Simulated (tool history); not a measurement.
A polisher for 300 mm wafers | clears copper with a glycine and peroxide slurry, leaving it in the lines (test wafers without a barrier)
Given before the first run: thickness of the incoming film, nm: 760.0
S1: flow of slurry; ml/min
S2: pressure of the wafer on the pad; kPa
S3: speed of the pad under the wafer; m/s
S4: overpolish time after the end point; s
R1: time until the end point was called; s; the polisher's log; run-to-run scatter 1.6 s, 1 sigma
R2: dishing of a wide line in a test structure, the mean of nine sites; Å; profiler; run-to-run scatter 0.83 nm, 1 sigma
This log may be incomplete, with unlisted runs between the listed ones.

Run 1, hour 0.0: S1 315 ml/min, S2 16.5 kPa, S3 1.00 m/s, S4 23 s. Result: R1 183.27 s, R2 519.55 Å.
Run 2, hour 1.5: S1 315 ml/min, S2 17.2 kPa, S3 1.00 m/s, S4 24 s. Result: R1 173.49 s, R2 527.03 Å.
Run 3, hour 9.0: S1 315 ml/min, S2 17.2 kPa, S3 1.00 m/s, S4 25 s. Result: R1 175.94 s, R2 550.60 Å.
Run 4, hour 14.5: S1 315 ml/min, S2 17.2 kPa, S3 1.00 m/s, S4 17 s. Result: R1 171.78 s, R2 438.79 Å.
Run 5, hour 22.0: S1 315 ml/min, S2 17.2 kPa, S3 1.00 m/s, S4 19 s. Result: R1 174.29 s, R2 470.41 Å.
Run 6, hour 25.6: S1 315 ml/min, S2 17.9 kPa, S3 1.00 m/s, S4 20 s. Result: R1 171.49 s, R2 487.88 Å.
Run 7, hour 31.6: S1 315 ml/min, S2 18.6 kPa, S3 1.00 m/s, S4 21 s. Result: R1 164.13 s, R2 518.21 Å.
Run 8, hour 40.7: S1 315 ml/min, S2 18.6 kPa, S3 1.00 m/s, S4 22 s. Result: R1 164.33 s, R2 519.03 Å.

What will run 9 give?
Run 9, hour 43.3: S1 315 ml/min, S2 18.6 kPa, S3 1.00 m/s, S4 23 s. Result: R1 ?, R2 ?.

R1: 166.48 s
R2: 548.14 Å
